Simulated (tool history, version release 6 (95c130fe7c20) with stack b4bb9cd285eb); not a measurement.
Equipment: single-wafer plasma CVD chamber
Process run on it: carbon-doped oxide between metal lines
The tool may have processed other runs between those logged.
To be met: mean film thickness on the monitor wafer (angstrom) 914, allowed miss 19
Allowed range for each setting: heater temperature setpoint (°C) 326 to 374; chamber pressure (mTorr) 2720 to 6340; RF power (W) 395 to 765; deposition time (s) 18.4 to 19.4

run   hour  heater temperature setpoint (°C)  chamber pressure (mTorr)  RF power (W)  deposition time (s)  mean film thickness on the monitor wafer (angstrom)
  1      0                               350                      4530           580                 19.4                                               1030.9
  2    8.2                               356                      4530           580                 19.4                                               1008.6
  3   16.2                               356                      4530           620                 19.4                                               1076.4
  4   20.9                               357                      4450           610                 19.4                                               1051.4
  5   24.7                               358                      4370           605                 19.4                                               1036.7
  6   33.4                               358                      4370           635                 19.4                                               1086.1
  7     39                               359                      4310           625                 19.4                                               1062.4
  8   40.5                               360                      4230           615                 19.4                                                 1043
  9   48.1                               360                      4160           610                 19.4                                               1033.8
 10   51.8                               360                      4100           605                 19.4                                               1023.5
 11   56.6                               360                      4030           600                 19.4                                               1012.2
 12   62.5                               360                      3950           595                 19.4                                               1003.3
 13     70                               360                      3870           590                 19.4                                               994.53
 14   70.8                               360                      3870           590                 19.4                                               992.51
 15   71.5                               360                      3870           590                 19.4                                               986.15
 16   73.9                               360                      3790           590                 19.4                                               983.32
 17   78.4                               360                      3710           590                 19.4                                               986.12
 18     83                               366                      3240           535                 19.3                                               861.39
 19   91.6                               365                      3280           535                 19.3                                               866.24
 20   95.2                               357                      3850           555                 19.3                                               938.53
 21  102.5                               357                      3820           555                 19.3                                                938.7
 22  103.6                               357                      3790           555                 19.3                                               936.68
 23  104.4                               357                      3770           555                 19.3                                               940.38

Which of these 4 next moves meets every target?
  A  105.2                               355                      3720           565                 18.4                                                    ?
  B  105.2                               374                      3830           585                 19.4                                                    ?
  C  105.2                               349                      4410           540                 19.4                                                    ?
  D  105.2                               352                      3290           580                 19.4                                                    ?

move  mean film thickness on the monitor wafer (angstrom)
   A                                               916.17
   B                                               949.36
   C                                               963.92
   D                                               983.29
A: all results in spec
B: lands further from the targets than the last run did
C: lands further from the targets than the last run did
D: lands further from the targets than the last run did
A meets every target.

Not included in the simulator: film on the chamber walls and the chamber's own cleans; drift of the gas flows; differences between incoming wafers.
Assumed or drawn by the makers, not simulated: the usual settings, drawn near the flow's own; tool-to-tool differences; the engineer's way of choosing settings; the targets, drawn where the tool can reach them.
